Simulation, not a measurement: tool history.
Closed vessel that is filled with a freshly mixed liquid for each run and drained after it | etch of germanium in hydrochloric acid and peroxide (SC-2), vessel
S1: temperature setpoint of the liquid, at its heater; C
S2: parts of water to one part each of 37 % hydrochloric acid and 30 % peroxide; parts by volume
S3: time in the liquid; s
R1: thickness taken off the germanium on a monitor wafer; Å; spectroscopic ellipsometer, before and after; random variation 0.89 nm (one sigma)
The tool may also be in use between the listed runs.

run	hour	S1	S2	S3	R1
1	0	59	7.5	35	659.82
2	6.4	64.5	7.5	35	803.88
3	13	64.5	7.5	30	672.54
4	18.9	59	7.5	30	585.77
5	23.2	63.5	7.5	30	655.83
6	31.6	63.5	5.5	30	666.11
7	35.5	66	5.5	30	714.05
8	44.1	68	5.5	30	762.42
9	52.7	69.5	5.5	30	790
10	53.6	70.5	5.5	30	824.02
11	54.7	71	5.5	30	834.16
12	55.8	71.5	5.5	30	842.17
13	61.7	72	5.5	30	855.65
14	66	72	5.5	35	983.2
15	71.8	72	5.5	35	980.3
16	77	71.5	5.5	35	964.57

Forecast run 17:
17	85.8	71	5.5	35	?

Run 17 gave R1 964.45 Å.

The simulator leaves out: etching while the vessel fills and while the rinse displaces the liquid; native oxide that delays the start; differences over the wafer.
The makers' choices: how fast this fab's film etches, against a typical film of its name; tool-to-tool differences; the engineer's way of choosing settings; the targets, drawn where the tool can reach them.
